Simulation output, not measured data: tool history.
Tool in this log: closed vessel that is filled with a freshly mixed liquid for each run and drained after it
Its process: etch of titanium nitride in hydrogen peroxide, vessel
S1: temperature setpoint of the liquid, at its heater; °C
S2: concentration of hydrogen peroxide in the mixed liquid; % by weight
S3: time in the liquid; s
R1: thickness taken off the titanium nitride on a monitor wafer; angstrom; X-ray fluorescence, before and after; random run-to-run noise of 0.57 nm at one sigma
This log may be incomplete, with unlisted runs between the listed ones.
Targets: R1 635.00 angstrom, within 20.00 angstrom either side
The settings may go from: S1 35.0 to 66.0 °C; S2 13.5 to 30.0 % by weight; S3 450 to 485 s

Run 1, hour 0.0: S1 51.0 °C, S2 25.5 % by weight, S3 450 s. Result: R1 284.87 angstrom.
Run 2, hour 5.7: S1 55.0 °C, S2 25.5 % by weight, S3 450 s. Result: R1 374.75 angstrom.
Run 3, hour 9.4: S1 58.0 °C, S2 25.5 % by weight, S3 450 s. Result: R1 468.31 angstrom.
Run 4, hour 12.2: S1 58.0 °C, S2 27.5 % by weight, S3 450 s. Result: R1 475.61 angstrom.
Run 5, hour 18.4: S1 65.0 °C, S2 27.5 % by weight, S3 450 s. Result: R1 769.39 angstrom.
Run 6, hour 27.5: S1 65.0 °C, S2 25.0 % by weight, S3 450 s. Result: R1 735.66 angstrom.
Run 7, hour 32.5: S1 64.5 °C, S2 25.0 % by weight, S3 450 s. Result: R1 706.44 angstrom.
Run 8, hour 38.6: S1 64.0 °C, S2 25.0 % by weight, S3 450 s. Result: R1 698.57 angstrom.
Run 9, hour 45.5: S1 63.5 °C, S2 25.0 % by weight, S3 450 s. Result: R1 666.53 angstrom.

Consider the 4 candidate settings below. Which is the only one whose results all fall within their allowed miss of target?
Run A, hour 52.4: S1 61.5 °C, S2 24.5 % by weight, S3 450 s. Result: R1 ?.
Run B, hour 52.4: S1 62.5 °C, S2 28.0 % by weight, S3 450 s. Result: R1 ?.
Run C, hour 52.4: S1 64.0 °C, S2 23.5 % by weight, S3 450 s. Result: R1 ?.
Run D, hour 52.4: S1 62.0 °C, S2 28.5 % by weight, S3 485 s. Result: R1 ?.

move      R1
   A  585.49
   B  644.31
   C  684.58
   D  674.39
A: takes the biggest miss from the last run beyond its target
B: in spec on every target
C: misses by more than the last run did
D: misses by more than the last run did
The right move is B.
